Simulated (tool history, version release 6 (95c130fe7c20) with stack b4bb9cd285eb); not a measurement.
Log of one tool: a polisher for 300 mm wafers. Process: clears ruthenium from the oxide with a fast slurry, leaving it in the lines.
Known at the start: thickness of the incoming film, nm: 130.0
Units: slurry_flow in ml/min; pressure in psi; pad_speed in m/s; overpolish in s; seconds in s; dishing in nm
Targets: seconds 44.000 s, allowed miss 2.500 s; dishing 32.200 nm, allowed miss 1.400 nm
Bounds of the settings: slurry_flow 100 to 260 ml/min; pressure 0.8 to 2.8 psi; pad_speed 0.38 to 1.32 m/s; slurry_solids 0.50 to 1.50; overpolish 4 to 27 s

Run 1, hour 0.0: slurry_flow 165 ml/min, pressure 1.8 psi, pad_speed 0.84 m/s, slurry_solids 1.00, overpolish 14 s. Result: seconds 64.385 s, dishing 25.727 nm.
Run 2, hour 1.9: slurry_flow 145 ml/min, pressure 1.8 psi, pad_speed 0.84 m/s, slurry_solids 1.00, overpolish 14 s. Result: seconds 65.377 s, dishing 25.524 nm.
Run 3, hour 10.8: slurry_flow 145 ml/min, pressure 1.8 psi, pad_speed 1.02 m/s, slurry_solids 1.00, overpolish 14 s. Result: seconds 55.585 s, dishing 31.005 nm.
Run 4, hour 14.9: slurry_flow 145 ml/min, pressure 2.2 psi, pad_speed 1.02 m/s, slurry_solids 1.00, overpolish 14 s. Result: seconds 45.080 s, dishing 36.822 nm.
Run 5, hour 19.3: slurry_flow 145 ml/min, pressure 2.2 psi, pad_speed 1.02 m/s, slurry_solids 1.00, overpolish 19 s. Result: seconds 44.257 s, dishing 48.147 nm.
Run 6, hour 20.1: slurry_flow 155 ml/min, pressure 2.2 psi, pad_speed 1.00 m/s, slurry_solids 1.00, overpolish 17 s. Result: seconds 45.462 s, dishing 42.154 nm.
Run 7, hour 24.5: slurry_flow 160 ml/min, pressure 2.2 psi, pad_speed 0.98 m/s, slurry_solids 1.00, overpolish 16 s. Result: seconds 44.501 s, dishing 39.770 nm.
Run 8, hour 31.4: slurry_flow 160 ml/min, pressure 2.2 psi, pad_speed 0.98 m/s, slurry_solids 1.00, overpolish 16 s. Result: seconds 45.024 s, dishing 40.712 nm.
Run 9, hour 38.4: slurry_flow 165 ml/min, pressure 2.2 psi, pad_speed 0.96 m/s, slurry_solids 1.00, overpolish 15 s. Result: seconds 45.292 s, dishing 37.750 nm.
Run 10, hour 41.3: slurry_flow 170 ml/min, pressure 2.2 psi, pad_speed 0.96 m/s, slurry_solids 1.00, overpolish 14 s. Result: seconds 46.530 s, dishing 35.499 nm.

Which of these 5 next moves meets every target?
Run A, hour 44.2: slurry_flow 170 ml/min, pressure 2.4 psi, pad_speed 1.04 m/s, slurry_solids 1.00, overpolish 12 s. Result: seconds ?, dishing ?.
Run B, hour 44.2: slurry_flow 180 ml/min, pressure 2.2 psi, pad_speed 0.96 m/s, slurry_solids 1.10, overpolish 12 s. Result: seconds ?, dishing ?.
Run C, hour 44.2: slurry_flow 180 ml/min, pressure 2.0 psi, pad_speed 0.94 m/s, slurry_solids 1.00, overpolish 16 s. Result: seconds ?, dishing ?.
Run D, hour 44.2: slurry_flow 240 ml/min, pressure 2.8 psi, pad_speed 0.88 m/s, slurry_solids 1.15, overpolish 11 s. Result: seconds ?, dishing ?.
Run E, hour 44.2: slurry_flow 170 ml/min, pressure 2.3 psi, pad_speed 0.94 m/s, slurry_solids 1.00, overpolish 16 s. Result: seconds ?, dishing ?.

move  seconds  dishing
   A   38.507   35.825
   B   43.177   32.189
   C   50.369   36.468
   D   35.213   35.905
   E   44.297   41.071
A: further off than the last run
B: meets every target
C: further off than the last run
D: further off than the last run
E: further off than the last run
Answer: B
